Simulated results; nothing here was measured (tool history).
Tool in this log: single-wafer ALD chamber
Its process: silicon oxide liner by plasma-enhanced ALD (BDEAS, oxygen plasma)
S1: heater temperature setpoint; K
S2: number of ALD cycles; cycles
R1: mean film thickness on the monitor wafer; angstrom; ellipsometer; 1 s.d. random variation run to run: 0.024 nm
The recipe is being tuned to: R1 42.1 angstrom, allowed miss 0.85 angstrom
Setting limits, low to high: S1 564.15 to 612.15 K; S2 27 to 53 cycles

run 1 hour=0 | S1=588.15 S2=40 | R1=34.476
run 2 hour=2 | S1=588.15 S2=42 | R1=35.952
run 3 hour=10.3 | S1=588.15 S2=37 | R1=31.499
run 4 hour=17.2 | S1=588.15 S2=39 | R1=33.798
run 5 hour=20.5 | S1=582.15 S2=39 | R1=33.555
run 6 hour=27.5 | S1=573.15 S2=39 | R1=34.408
run 7 hour=32.7 | S1=572.15 S2=40 | R1=35.532
-- hour=40.8 thermocouple changed; heater temperature recalibrated
run 8 hour=40.8 | S1=571.15 S2=41 | R1=36.479

Pick the move, out of 4, that brings all results within their allowed miss; only one does.
run A hour=48.9 | S1=567.15 S2=46 | R1=?
run B hour=48.9 | S1=575.15 S2=46 | R1=?
run C hour=48.9 | S1=573.15 S2=50 | R1=?
run D hour=48.9 | S1=565.15 S2=44 | R1=?

move=A R1=41.798
move=B R1=40.465
move=C R1=44.332
move=D R1=40.303
A: every result within its allowed miss
B: nearer the targets than the last run, but a result is still out of spec
C: the result that was furthest off in the last run now lies on the other side of its target
D: nearer the targets than the last run, but a result is still out of spec
Move A is the one to make.
